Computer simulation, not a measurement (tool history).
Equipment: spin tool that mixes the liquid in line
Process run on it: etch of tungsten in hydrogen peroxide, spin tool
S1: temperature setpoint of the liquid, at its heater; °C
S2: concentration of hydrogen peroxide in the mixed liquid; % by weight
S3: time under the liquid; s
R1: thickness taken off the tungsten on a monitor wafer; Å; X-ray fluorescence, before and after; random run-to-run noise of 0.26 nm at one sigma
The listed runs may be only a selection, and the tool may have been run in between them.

{"run": 1, "hour": 0.0, "S1": 55, "S2": 20.5, "S3": 15, "R1": 293.88}
{"run": 2, "hour": 8.6, "S1": 58.5, "S2": 21, "S3": 15, "R1": 366.1}
{"run": 3, "hour": 14.5, "S1": 58.5, "S2": 21, "S3": 15, "R1": 365.07}
{"run": 4, "hour": 21.8, "S1": 58.5, "S2": 19.5, "S3": 15, "R1": 354.14}
{"run": 5, "hour": 28.8, "S1": 53.5, "S2": 19.5, "S3": 15, "R1": 263.52}
{"run": 6, "hour": 33.1, "S1": 53.5, "S2": 19.5, "S3": 15, "R1": 263.93}
{"run": 7, "hour": 40.6, "S1": 57.5, "S2": 20, "S3": 15, "R1": 338.55}
{"run": 8, "hour": 48.9, "S1": 57.5, "S2": 20, "S3": 15, "R1": 339.74}
{"run": 9, "hour": 55.2, "S1": 60.5, "S2": 20, "S3": 15, "R1": 403.13}
{"run": 10, "hour": 58.9, "S1": 62.5, "S2": 20.5, "S3": 15, "R1": 456.97}
{"run": 11, "hour": 61.6, "S1": 63.5, "S2": 21, "S3": 15, "R1": 488.77}

Estimate the outcome of run 12 from the log above:
{"run": 12, "hour": 66.4, "S1": 64.5, "S2": 21, "S3": 15, "R1": "?"}

{"run 12": {"R1": 514.27}}

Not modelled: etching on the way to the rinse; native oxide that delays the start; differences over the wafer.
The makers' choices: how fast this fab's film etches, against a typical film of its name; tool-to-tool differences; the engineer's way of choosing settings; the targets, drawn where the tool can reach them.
